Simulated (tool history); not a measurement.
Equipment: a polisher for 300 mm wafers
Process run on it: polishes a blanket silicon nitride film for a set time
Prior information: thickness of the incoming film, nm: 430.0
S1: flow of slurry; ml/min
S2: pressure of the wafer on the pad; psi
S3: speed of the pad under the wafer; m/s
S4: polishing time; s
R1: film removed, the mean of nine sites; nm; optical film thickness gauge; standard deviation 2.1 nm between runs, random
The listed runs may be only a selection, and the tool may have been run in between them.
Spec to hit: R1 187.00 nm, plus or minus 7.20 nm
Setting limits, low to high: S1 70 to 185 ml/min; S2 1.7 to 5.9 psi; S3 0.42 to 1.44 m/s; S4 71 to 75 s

run,hour,S1,S2,S3,S4,R1
1,0.0,120,3.8,0.92,71,132.27
2,2.9,120,3.8,0.92,71,129.21
3,11.0,125,4.1,0.92,71,136.81
4,16.9,125,4.1,0.92,75,142.18
5,18.1,125,4.4,0.92,75,152.37
6,22.6,125,4.6,0.92,75,156.09
7,28.0,125,4.8,0.92,75,162.00
8,34.2,125,5.0,0.92,75,161.50

Which of these 5 next moves meets every target?
A,40.4,150,4.6,1.14,74,?
B,40.4,125,5.4,0.98,71,?
C,40.4,130,5.3,0.92,73,?
D,40.4,145,5.4,0.98,71,?
E,40.4,115,4.7,1.04,75,?

move,R1
A,186.43
B,170.92
C,166.87
D,176.25
E,168.86
A: hits every target within its allowed miss
B: better than the last run, though not everything is in spec
C: better than the last run, though not everything is in spec
D: better than the last run, though not everything is in spec
E: better than the last run, though not everything is in spec
The move that meets every target is A.

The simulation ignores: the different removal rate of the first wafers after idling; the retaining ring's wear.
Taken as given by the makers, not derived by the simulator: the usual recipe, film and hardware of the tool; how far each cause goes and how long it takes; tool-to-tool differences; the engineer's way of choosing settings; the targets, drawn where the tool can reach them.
